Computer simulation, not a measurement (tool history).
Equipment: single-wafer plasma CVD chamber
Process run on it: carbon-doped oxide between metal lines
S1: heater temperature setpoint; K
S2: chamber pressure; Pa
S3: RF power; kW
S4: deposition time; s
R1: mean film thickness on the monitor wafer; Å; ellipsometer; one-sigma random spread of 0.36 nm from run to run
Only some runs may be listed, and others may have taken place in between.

run 1 hour=0 | S1=623.15 S2=745 S3=0.525 S4=23.1 | R1=1185.4
run 2 hour=5.9 | S1=623.15 S2=745 S3=0.46 S4=23.1 | R1=1092
run 3 hour=9.2 | S1=623.15 S2=745 S3=0.46 S4=23.1 | R1=1091.6
run 4 hour=9.8 | S1=623.15 S2=745 S3=0.46 S4=23.8 | R1=1128.3
run 5 hour=15.6 | S1=624.15 S2=729 S3=0.445 S4=23.8 | R1=1091.5
run 6 hour=23.4 | S1=625.15 S2=711 S3=0.44 S4=23.8 | R1=1080.8

The next listed run, before its measurement:
run 7 hour=28.6 | S1=626.15 S2=695 S3=0.435 S4=23.8 | R1=?

{"run 7": {"R1": 1069.1}}
